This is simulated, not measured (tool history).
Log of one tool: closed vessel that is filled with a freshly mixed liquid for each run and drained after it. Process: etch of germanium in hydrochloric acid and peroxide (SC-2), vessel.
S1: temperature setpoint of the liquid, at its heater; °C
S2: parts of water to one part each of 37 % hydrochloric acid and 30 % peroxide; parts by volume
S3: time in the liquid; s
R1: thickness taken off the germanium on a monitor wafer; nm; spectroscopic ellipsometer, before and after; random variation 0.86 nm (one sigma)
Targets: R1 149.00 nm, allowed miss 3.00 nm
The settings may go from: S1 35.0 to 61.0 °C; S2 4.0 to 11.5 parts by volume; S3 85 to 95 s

run 1 day=0.000 | S1=45.0 S2=6.5 S3=85 | R1=162.98
run 2 day=0.333 | S1=44.5 S2=6.5 S3=85 | R1=159.78
run 3 day=0.554 | S1=44.5 S2=5.0 S3=85 | R1=162.45
run 4 day=0.621 | S1=44.5 S2=4.0 S3=85 | R1=161.42
run 5 day=0.900 | S1=44.0 S2=4.0 S3=85 | R1=161.12
run 6 day=1.162 | S1=38.0 S2=4.0 S3=85 | R1=130.22
run 7 day=1.258 | S1=39.0 S2=4.0 S3=85 | R1=134.94
run 8 day=1.317 | S1=39.5 S2=4.0 S3=85 | R1=136.42
run 9 day=1.350 | S1=40.0 S2=4.0 S3=85 | R1=139.42

Which of these 4 next moves meets every target?
run A day=1.383 | S1=42.5 S2=4.0 S3=90 | R1=?
run B day=1.383 | S1=39.0 S2=4.5 S3=95 | R1=?
run C day=1.383 | S1=36.5 S2=4.0 S3=85 | R1=?
run D day=1.383 | S1=38.5 S2=4.0 S3=85 | R1=?

move=A R1=159.21
move=B R1=148.91
move=C R1=122.10
move=D R1=131.00
A: takes the result that was furthest off past its target
B: meets every target
C: further off than the last run
D: further off than the last run
Move B is the one to make.

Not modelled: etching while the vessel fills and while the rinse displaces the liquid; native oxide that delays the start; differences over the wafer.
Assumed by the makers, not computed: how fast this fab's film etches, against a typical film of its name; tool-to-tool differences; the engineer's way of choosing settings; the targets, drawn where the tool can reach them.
